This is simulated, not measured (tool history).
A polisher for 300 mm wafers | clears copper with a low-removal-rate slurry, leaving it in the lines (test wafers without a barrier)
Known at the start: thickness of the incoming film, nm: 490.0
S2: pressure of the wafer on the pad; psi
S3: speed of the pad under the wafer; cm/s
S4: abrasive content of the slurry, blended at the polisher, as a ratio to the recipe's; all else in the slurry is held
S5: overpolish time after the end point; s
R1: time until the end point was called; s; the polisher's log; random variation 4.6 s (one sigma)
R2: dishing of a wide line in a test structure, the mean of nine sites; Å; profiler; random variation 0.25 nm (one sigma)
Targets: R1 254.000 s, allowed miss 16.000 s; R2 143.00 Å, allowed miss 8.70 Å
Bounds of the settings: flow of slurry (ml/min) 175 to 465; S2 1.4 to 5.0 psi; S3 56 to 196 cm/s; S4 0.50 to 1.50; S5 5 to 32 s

Run 1, hour 0.0: flow of slurry (ml/min) 295, S2 3.2 psi, S3 126 cm/s, S4 1.00, S5 16 s. Result: R1 107.490 s, R2 371.21 Å.
Run 2, hour 2.7: flow of slurry (ml/min) 295, S2 2.9 psi, S3 114 cm/s, S4 1.00, S5 15 s. Result: R1 125.090 s, R2 300.20 Å.
Run 3, hour 4.6: flow of slurry (ml/min) 295, S2 3.7 psi, S3 114 cm/s, S4 1.00, S5 15 s. Result: R1 101.560 s, R2 368.76 Å.
Run 4, hour 13.5: flow of slurry (ml/min) 295, S2 3.7 psi, S3 114 cm/s, S4 1.20, S5 15 s. Result: R1 101.050 s, R2 385.27 Å.
Run 5, hour 19.9: flow of slurry (ml/min) 295, S2 4.1 psi, S3 114 cm/s, S4 1.20, S5 15 s. Result: R1 89.854 s, R2 415.24 Å.
Run 6, hour 27.1: flow of slurry (ml/min) 290, S2 3.6 psi, S3 102 cm/s, S4 1.20, S5 14 s. Result: R1 108.450 s, R2 322.74 Å.
Run 7, hour 34.8: flow of slurry (ml/min) 285, S2 3.1 psi, S3 92 cm/s, S4 1.15, S5 14 s. Result: R1 143.980 s, R2 267.63 Å.
Run 8, hour 42.9: flow of slurry (ml/min) 285, S2 2.8 psi, S3 88 cm/s, S4 1.15, S5 13 s. Result: R1 159.990 s, R2 225.77 Å.
Run 9, hour 45.6: flow of slurry (ml/min) 285, S2 2.5 psi, S3 86 cm/s, S4 1.15, S5 13 s. Result: R1 185.650 s, R2 199.22 Å.
Run 10, hour 53.7: flow of slurry (ml/min) 285, S2 2.3 psi, S3 86 cm/s, S4 1.15, S5 13 s. Result: R1 195.680 s, R2 183.76 Å.
Run 11, hour 62.5: flow of slurry (ml/min) 285, S2 2.1 psi, S3 86 cm/s, S4 1.15, S5 13 s. Result: R1 212.820 s, R2 176.32 Å.
Run 12, hour 69.4: flow of slurry (ml/min) 285, S2 2.0 psi, S3 86 cm/s, S4 1.15, S5 13 s. Result: R1 221.350 s, R2 174.57 Å.
Run 13, hour 72.1: flow of slurry (ml/min) 285, S2 1.9 psi, S3 86 cm/s, S4 1.15, S5 13 s. Result: R1 231.570 s, R2 168.28 Å.
Run 14, hour 73.4: flow of slurry (ml/min) 285, S2 1.8 psi, S3 86 cm/s, S4 1.15, S5 13 s. Result: R1 244.320 s, R2 159.87 Å.

Which of these 4 next moves meets every target?
Run A, hour 74.7: flow of slurry (ml/min) 300, S2 1.6 psi, S3 78 cm/s, S4 1.15, S5 14 s. Result: R1 ?, R2 ?.
Run B, hour 74.7: flow of slurry (ml/min) 250, S2 1.5 psi, S3 98 cm/s, S4 1.05, S5 12 s. Result: R1 ?, R2 ?.
Run C, hour 74.7: flow of slurry (ml/min) 295, S2 1.4 psi, S3 110 cm/s, S4 1.30, S5 12 s. Result: R1 ?, R2 ?.
Run D, hour 74.7: flow of slurry (ml/min) 270, S2 2.5 psi, S3 62 cm/s, S4 1.05, S5 10 s. Result: R1 ?, R2 ?.

move       R1      R2
   A  290.390  144.44
   B  255.570  140.81
   C  225.840  156.71
   D  257.590  120.00
A: brings the result that was furthest off to its target, and leaves another outside
B: meets every target
C: nearer than the last run, and not there yet
D: takes the result that was furthest off past its target
The right move is B.

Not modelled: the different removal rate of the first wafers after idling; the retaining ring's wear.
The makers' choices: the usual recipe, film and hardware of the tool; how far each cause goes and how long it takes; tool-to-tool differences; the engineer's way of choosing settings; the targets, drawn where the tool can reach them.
